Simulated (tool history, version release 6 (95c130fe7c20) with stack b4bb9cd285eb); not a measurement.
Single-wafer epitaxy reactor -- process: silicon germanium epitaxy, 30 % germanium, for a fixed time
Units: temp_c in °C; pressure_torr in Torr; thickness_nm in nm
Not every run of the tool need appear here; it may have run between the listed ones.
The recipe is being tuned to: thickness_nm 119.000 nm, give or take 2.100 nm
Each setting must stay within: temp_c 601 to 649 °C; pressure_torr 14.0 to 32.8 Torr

Run 1, hour 0.0: temp_c 625 °C, pressure_torr 23.4 Torr. Result: thickness_nm 104.670 nm.
Run 2, hour 6.4: temp_c 626 °C, pressure_torr 23.4 Torr. Result: thickness_nm 105.340 nm.
Run 3, hour 8.8: temp_c 627 °C, pressure_torr 23.4 Torr. Result: thickness_nm 107.110 nm.
Run 4, hour 10.9: temp_c 618 °C, pressure_torr 23.4 Torr. Result: thickness_nm 92.822 nm.
Run 5, hour 13.6: temp_c 628 °C, pressure_torr 23.4 Torr. Result: thickness_nm 108.360 nm.
Run 6, hour 19.8: temp_c 629 °C, pressure_torr 23.4 Torr. Result: thickness_nm 110.440 nm.
Run 7, hour 26.0: temp_c 630 °C, pressure_torr 23.4 Torr. Result: thickness_nm 112.160 nm.
Run 8, hour 30.8: temp_c 631 °C, pressure_torr 23.4 Torr. Result: thickness_nm 113.350 nm.
Run 9, hour 36.4: temp_c 632 °C, pressure_torr 23.4 Torr. Result: thickness_nm 115.560 nm.

4 next moves are on the table. One of them brings every result within its allowed miss. Which?
Run A, hour 42.0: temp_c 636 °C, pressure_torr 21.5 Torr. Result: thickness_nm ?.
Run B, hour 42.0: temp_c 627 °C, pressure_torr 26.5 Torr. Result: thickness_nm ?.
Run C, hour 42.0: temp_c 630 °C, pressure_torr 24.4 Torr. Result: thickness_nm ?.
Run D, hour 42.0: temp_c 627 °C, pressure_torr 28.2 Torr. Result: thickness_nm ?.

move  thickness_nm
   A       118.370
   B       111.420
   C       113.170
   D       113.950
A: every result within its allowed miss
B: moves away from the targets compared with the last run
C: moves away from the targets compared with the last run
D: moves away from the targets compared with the last run
The right move is A.
